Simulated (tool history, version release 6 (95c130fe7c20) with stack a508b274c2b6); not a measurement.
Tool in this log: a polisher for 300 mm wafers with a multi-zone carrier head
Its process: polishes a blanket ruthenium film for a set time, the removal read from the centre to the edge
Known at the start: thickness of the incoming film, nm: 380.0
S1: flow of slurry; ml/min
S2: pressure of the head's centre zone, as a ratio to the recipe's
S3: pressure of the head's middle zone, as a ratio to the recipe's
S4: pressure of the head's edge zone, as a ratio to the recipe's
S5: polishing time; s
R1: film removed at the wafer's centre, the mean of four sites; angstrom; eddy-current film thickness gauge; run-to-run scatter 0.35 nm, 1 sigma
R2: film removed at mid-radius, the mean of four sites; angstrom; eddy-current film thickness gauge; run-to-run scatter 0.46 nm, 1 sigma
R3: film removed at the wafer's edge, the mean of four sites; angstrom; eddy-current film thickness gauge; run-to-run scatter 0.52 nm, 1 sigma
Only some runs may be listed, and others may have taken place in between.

Run 1, day 0.000: S1 135 ml/min, S2 1.00, S3 1.00, S4 1.00, S5 38 s. Result: R1 362.78 angstrom, R2 361.90 angstrom, R3 357.92 angstrom.
Run 2, day 0.154: S1 135 ml/min, S2 1.00, S3 1.00, S4 1.00, S5 30 s. Result: R1 280.94 angstrom, R2 287.27 angstrom, R3 280.76 angstrom.
Run 3, day 0.258: S1 140 ml/min, S2 0.99, S3 1.01, S4 1.03, S5 33 s. Result: R1 311.98 angstrom, R2 316.66 angstrom, R3 318.55 angstrom.
Run 4, day 0.442: S1 145 ml/min, S2 0.99, S3 1.03, S4 1.06, S5 35 s. Result: R1 331.50 angstrom, R2 347.31 angstrom, R3 342.50 angstrom.
Run 5, day 0.700: S1 145 ml/min, S2 0.99, S3 1.03, S4 1.14, S5 35 s. Result: R1 333.54 angstrom, R2 350.11 angstrom, R3 359.60 angstrom.
Run 6, day 0.996: S1 150 ml/min, S2 0.99, S3 1.03, S4 1.15, S5 37 s. Result: R1 358.33 angstrom, R2 370.43 angstrom, R3 377.26 angstrom.

Forecast run 7:
At day 1.088: worn pad replaced by a new one.
Run 7, day 1.088: S1 145 ml/min, S2 0.98, S3 1.03, S4 1.16, S5 39 s. Result: R1 ?, R2 ?, R3 ?.

Run 7 came out at R1 407.17 angstrom, R2 426.51 angstrom, R3 432.39 angstrom.
